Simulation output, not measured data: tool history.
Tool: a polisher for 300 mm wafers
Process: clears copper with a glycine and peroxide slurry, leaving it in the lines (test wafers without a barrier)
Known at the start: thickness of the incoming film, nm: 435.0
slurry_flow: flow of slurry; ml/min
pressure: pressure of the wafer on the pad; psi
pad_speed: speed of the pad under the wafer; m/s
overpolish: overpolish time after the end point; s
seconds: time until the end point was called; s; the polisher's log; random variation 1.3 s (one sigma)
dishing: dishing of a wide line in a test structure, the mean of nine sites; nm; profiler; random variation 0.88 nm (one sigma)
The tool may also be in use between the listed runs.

run 1 hour=0 | slurry_flow=160 pressure=2.2 pad_speed=0.82 overpolish=28 | seconds=124.89 dishing=61.808
run 2 hour=3.3 | slurry_flow=130 pressure=2.2 pad_speed=0.82 overpolish=28 | seconds=132.83 dishing=60.525
run 3 hour=9.9 | slurry_flow=135 pressure=2.3 pad_speed=0.82 overpolish=26 | seconds=126.38 dishing=57.702
run 4 hour=13.7 | slurry_flow=135 pressure=2.3 pad_speed=0.96 overpolish=26 | seconds=113.69 dishing=64.172
-- hour=14.9 slurry nozzle cleaned
run 5 hour=14.9 | slurry_flow=140 pressure=2.4 pad_speed=0.96 overpolish=25 | seconds=98.888 dishing=68.154
run 6 hour=22 | slurry_flow=150 pressure=2.4 pad_speed=0.96 overpolish=24 | seconds=99.203 dishing=68.679
run 7 hour=28.1 | slurry_flow=155 pressure=2.4 pad_speed=0.96 overpolish=22 | seconds=99.237 dishing=62.369
run 8 hour=31.2 | slurry_flow=160 pressure=2.4 pad_speed=0.96 overpolish=21 | seconds=95.255 dishing=59.281
run 9 hour=34.1 | slurry_flow=165 pressure=2.4 pad_speed=0.96 overpolish=21 | seconds=98.004 dishing=60.697
run 10 hour=36.5 | slurry_flow=170 pressure=2.5 pad_speed=0.96 overpolish=20 | seconds=95.388 dishing=60.379

Forecast run 11:
run 11 hour=43.1 | slurry_flow=175 pressure=3.1 pad_speed=1.02 overpolish=12 | seconds=? dishing=?

{"run 11": {"seconds": 75.564, "dishing": 45.075}}

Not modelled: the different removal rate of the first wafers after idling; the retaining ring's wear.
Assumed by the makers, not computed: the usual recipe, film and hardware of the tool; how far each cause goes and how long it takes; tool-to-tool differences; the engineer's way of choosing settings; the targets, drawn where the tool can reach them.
